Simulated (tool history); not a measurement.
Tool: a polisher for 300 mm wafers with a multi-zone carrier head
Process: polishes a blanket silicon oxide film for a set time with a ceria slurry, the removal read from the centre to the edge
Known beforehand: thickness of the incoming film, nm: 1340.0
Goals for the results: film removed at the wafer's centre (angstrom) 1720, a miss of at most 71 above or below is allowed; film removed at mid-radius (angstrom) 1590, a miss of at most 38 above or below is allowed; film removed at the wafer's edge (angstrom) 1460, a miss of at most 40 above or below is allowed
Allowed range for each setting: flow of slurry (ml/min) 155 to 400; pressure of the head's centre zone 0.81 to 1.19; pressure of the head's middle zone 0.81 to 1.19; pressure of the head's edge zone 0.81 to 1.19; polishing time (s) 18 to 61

run  hour  flow of slurry (ml/min)  pressure of the head's centre zone  pressure of the head's middle zone  pressure of the head's edge zone  polishing time (s)  film removed at the wafer's centre (angstrom)  film removed at mid-radius (angstrom)  film removed at the wafer's edge (angstrom)
  1     0                      255                                   1                                   1                                 1                  39                                         1352.6                                 1281.1                                       1300.6
  2   4.9                      255                                   1                                   1                                 1                  43                                         1473.9                                 1400.6                                       1425.9
  3   9.4                      255                                   1                                0.91                                 1                  43                                         1506.5                                 1298.3                                       1450.7
  4  11.2                      280                                   1                                0.91                                 1                  43                                         1493.7                                 1313.7                                       1429.2
  5  14.4                      290                                1.02                                0.94                                 1                  43                                         1534.8                                 1343.7                                       1456.9
  6  21.7                      290                                1.04                                0.98                              0.98                  43                                         1580.6                                   1400                                       1429.1
  7  27.8                      295                                1.05                                   1                              0.98                  43                                         1574.8                                 1422.7                                       1432.5
  8  32.4                      300                                1.07                                1.02                              0.98                  43                                         1607.7                                 1453.2                                         1447
  9  39.5                      305                                1.08                                1.04                              0.97                  43                                         1655.8                                 1498.9                                       1433.3
 10    44                      310                                1.08                                1.05                              0.97                  43                                         1644.5                                 1472.5                                       1435.3
 11    52                      310                                1.09                                1.07                              0.97                  43                                         1624.4                                 1510.5                                       1435.8
 12  58.9                      315                                 1.1                                1.08                              0.97                  43                                           1620                                 1536.7                                       1453.3
 13  65.3                      320                                1.11                                1.08                              0.96                  43                                         1680.8                                 1544.7                                       1440.4

Which single option among these 5 for the next run brings every result within its allowed miss of target? Just one does.
  A  71.7                      325                                1.08                                1.06                              0.89                  45                                              ?                                      ?                                            ?
  B  71.7                      395                                1.14                                1.03                              0.98                  43                                              ?                                      ?                                            ?
  C  71.7                      300                                1.09                                1.08                              0.98                  42                                              ?                                      ?                                            ?
  D  71.7                      305                                1.06                                1.14                              0.97                  42                                              ?                                      ?                                            ?
  E  71.7                      215                                1.06                                1.02                              0.94                  45                                              ?                                      ?                                            ?

move  film removed at the wafer's centre (angstrom)  film removed at mid-radius (angstrom)  film removed at the wafer's edge (angstrom)
   A                                         1744.6                                   1589                                       1463.9
   B                                         1790.4                                 1504.2                                       1481.3
   C                                         1630.6                                 1495.8                                         1421
   D                                         1588.8                                 1569.5                                       1414.6
   E                                           1631                                 1472.8                                       1453.9
A: hits every target within its allowed miss
B: lands further from the targets than the last run did
C: lands further from the targets than the last run did
D: gets the furthest-off result to its target, but another result is out of tolerance
E: lands further from the targets than the last run did
Go with A: it meets all targets.

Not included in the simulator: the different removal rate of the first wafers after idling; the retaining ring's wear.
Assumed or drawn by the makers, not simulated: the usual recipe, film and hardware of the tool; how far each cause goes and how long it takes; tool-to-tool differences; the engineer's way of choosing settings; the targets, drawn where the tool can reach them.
